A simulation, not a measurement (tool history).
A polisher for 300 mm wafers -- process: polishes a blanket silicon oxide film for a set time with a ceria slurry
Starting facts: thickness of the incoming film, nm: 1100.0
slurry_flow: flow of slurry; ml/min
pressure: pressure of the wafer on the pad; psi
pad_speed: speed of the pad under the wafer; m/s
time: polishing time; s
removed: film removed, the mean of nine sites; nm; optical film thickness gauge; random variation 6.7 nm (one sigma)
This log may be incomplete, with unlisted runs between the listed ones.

run	day	slurry_flow	pressure	pad_speed	time	removed
1	0.000	130	3.9	1.38	33	300.75
2	0.233	130	4.3	1.40	33	330.06
3	0.346	160	4.3	1.40	33	340.51
4	0.592	160	4.6	1.42	33	366.44
5	0.621	160	4.8	1.42	33	380.30
6	0.875	160	5.0	1.42	33	398.00
7	1.108	160	5.2	1.42	33	404.79
8	1.296	160	5.2	1.42	33	398.83

What will run 9 give?
9	1.525	160	5.4	1.44	33	?

{"run 9": {"removed": 417.42}}
